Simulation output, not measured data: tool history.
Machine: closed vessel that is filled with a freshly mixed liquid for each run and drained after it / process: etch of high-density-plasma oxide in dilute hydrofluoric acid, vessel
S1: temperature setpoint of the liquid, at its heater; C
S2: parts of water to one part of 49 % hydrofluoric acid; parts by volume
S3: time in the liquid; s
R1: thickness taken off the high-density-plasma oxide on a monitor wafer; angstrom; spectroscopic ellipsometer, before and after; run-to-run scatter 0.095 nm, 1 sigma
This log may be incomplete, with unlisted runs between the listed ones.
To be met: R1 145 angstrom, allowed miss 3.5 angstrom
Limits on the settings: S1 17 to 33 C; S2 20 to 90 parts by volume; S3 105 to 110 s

{"run": 1, "day": 0.0, "S1": 25, "S2": 50, "S3": 105, "R1": 106.19}
{"run": 2, "day": 0.096, "S1": 25, "S2": 50, "S3": 105, "R1": 105.29}
{"run": 3, "day": 0.196, "S1": 25, "S2": 50, "S3": 110, "R1": 110.82}
{"run": 4, "day": 0.267, "S1": 26.5, "S2": 50, "S3": 110, "R1": 115.05}
{"run": 5, "day": 0.508, "S1": 28, "S2": 50, "S3": 110, "R1": 124.29}
{"run": 6, "day": 0.779, "S1": 29, "S2": 50, "S3": 110, "R1": 128.2}
{"run": 7, "day": 0.821, "S1": 30, "S2": 50, "S3": 110, "R1": 134.88}
{"run": 8, "day": 1.2, "S1": 30.5, "S2": 50, "S3": 110, "R1": 136.38}

Which single option among these 4 for the next run brings every result within its allowed miss of target? Just one does.
{"run": "A", "day": 1.579, "S1": 32, "S2": 50, "S3": 105, "R1": "?"}
{"run": "B", "day": 1.579, "S1": 29, "S2": 45, "S3": 110, "R1": "?"}
{"run": "C", "day": 1.579, "S1": 31, "S2": 50, "S3": 105, "R1": "?"}
{"run": "D", "day": 1.579, "S1": 31.5, "S2": 50, "S3": 105, "R1": "?"}

move=A R1=140.14
move=B R1=146.33
move=C R1=134.83
move=D R1=137.46
A: nearer the targets than the last run, but a result is still out of spec
B: all results in spec
C: moves away from the targets compared with the last run
D: nearer the targets than the last run, but a result is still out of spec
Correct choice: B, which meets every target
